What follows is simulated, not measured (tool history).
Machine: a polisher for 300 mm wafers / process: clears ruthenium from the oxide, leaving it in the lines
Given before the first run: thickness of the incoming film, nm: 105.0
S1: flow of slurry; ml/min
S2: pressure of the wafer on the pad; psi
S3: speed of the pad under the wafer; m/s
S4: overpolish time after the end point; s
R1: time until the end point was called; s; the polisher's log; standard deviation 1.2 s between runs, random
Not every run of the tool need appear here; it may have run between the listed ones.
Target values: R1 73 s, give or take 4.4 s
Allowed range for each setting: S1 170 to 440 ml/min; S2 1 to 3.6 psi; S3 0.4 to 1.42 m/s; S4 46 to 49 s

| run | hour | S1 | S2 | S3 | S4 | R1 |
|---|---|---|---|---|---|---|
| 1 | 0 | 280 | 2.3 | 0.9 | 46 | 97.106 |
| 2 | 5 | 280 | 2.4 | 0.9 | 46 | 91.992 |
| 3 | 8.2 | 280 | 2.5 | 0.9 | 46 | 88.051 |
| 4 | 13 | 280 | 2.6 | 0.9 | 46 | 88.157 |
| 5 | 18 | 230 | 2.6 | 0.9 | 46 | 92.646 |
| 6 | 20.8 | 240 | 2.7 | 0.9 | 46 | 86.692 |
| 7 | 27.2 | 245 | 2.7 | 0.9 | 46 | 86.613 |
| 8 | 28.1 | 250 | 2.7 | 0.9 | 46 | 86.477 |
| 9 | 34.4 | 255 | 2.7 | 0.9 | 46 | 86.582 |
| 10 | 36.9 | 260 | 2.8 | 0.9 | 46 | 81.049 |
| 11 | 43.6 | 265 | 2.8 | 0.9 | 46 | 81.801 |
| 12 | 49.5 | 270 | 2.8 | 0.9 | 46 | 80.214 |
| 13 | 57.3 | 275 | 2.8 | 0.9 | 46 | 81.509 |
| 14 | 59.2 | 285 | 2.9 | 0.9 | 46 | 78.633 |

Exercise: of the 4 proposed moves below, exactly one satisfies all targets within the stated allowed misses. Which move is it?
| A | 61.1 | 285 | 2.7 | 1.02 | 46 | ? |
| B | 61.1 | 260 | 2.9 | 0.88 | 46 | ? |
| C | 61.1 | 305 | 2.8 | 0.84 | 46 | ? |
| D | 61.1 | 300 | 3.5 | 0.7 | 49 | ? |

| move | R1 |
|---|---|
| A | 74.124 |
| B | 81.445 |
| C | 86.274 |
| D | 85.366 |
A: meets every target
B: lands further from the targets than the last run did
C: lands further from the targets than the last run did
D: lands further from the targets than the last run did
A meets every target.
